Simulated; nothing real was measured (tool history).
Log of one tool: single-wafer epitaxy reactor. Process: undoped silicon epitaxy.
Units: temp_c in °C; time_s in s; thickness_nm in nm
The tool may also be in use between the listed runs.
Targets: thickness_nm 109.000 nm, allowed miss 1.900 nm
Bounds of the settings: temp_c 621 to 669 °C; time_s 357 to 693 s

run    day  temp_c  time_s  thickness_nm
  1  0.000     645     525        83.585
  2  0.100     640     525        73.980
  3  0.404     640     472        66.288
  4  0.712     636     472        60.166
     1.012  -- pyrometer calibrated
  5  1.012     643     472        63.380
  6  1.221     647     486        72.202
  7  1.567     659     489        97.772
  8  1.671     660     489       100.340
  9  1.871     661     489       102.430

Which of these 5 next moves meets every target?
  A  2.071     659     490             ?
  B  2.071     661     523             ?
  C  2.071     664     461             ?
  D  2.071     662     484             ?
  E  2.071     666     441             ?

move  thickness_nm
   A        97.323
   B       109.030
   C       103.300
   D       103.360
   E       103.650
A: further off than the last run
B: meets every target
C: nearer than the last run, and not there yet
D: nearer than the last run, and not there yet
E: nearer than the last run, and not there yet
The right move is B.
